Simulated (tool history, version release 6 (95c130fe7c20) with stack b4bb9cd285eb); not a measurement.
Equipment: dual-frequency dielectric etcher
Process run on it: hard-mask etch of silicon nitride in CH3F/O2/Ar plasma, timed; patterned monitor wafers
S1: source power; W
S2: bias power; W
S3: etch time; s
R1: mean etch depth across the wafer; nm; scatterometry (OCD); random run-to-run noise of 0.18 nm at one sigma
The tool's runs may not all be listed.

Run 1, hour 0: S1 350 W, S2 56 W, S3 153.5 s. Result: R1 81.844 nm.
Run 2, hour 7.4: S1 390 W, S2 56 W, S3 153.5 s. Result: R1 86.409 nm.
Run 3, hour 11.8: S1 390 W, S2 56 W, S3 141.5 s. Result: R1 79.589 nm.
Run 4, hour 12.9: S1 390 W, S2 51 W, S3 141.5 s. Result: R1 76.756 nm.
Run 5, hour 20.9: S1 390 W, S2 51 W, S3 153.5 s. Result: R1 83.127 nm.
Run 6, hour 28.2: S1 390 W, S2 51 W, S3 141.5 s. Result: R1 76.543 nm.
Run 7, hour 33.6: S1 370 W, S2 51 W, S3 141.5 s. Result: R1 74.874 nm.

Expected results for the next run?
Run 8, hour 42.6: S1 360 W, S2 51 W, S3 141.5 s. Result: R1 ?.

{"run 8": {"R1": 73.665}}
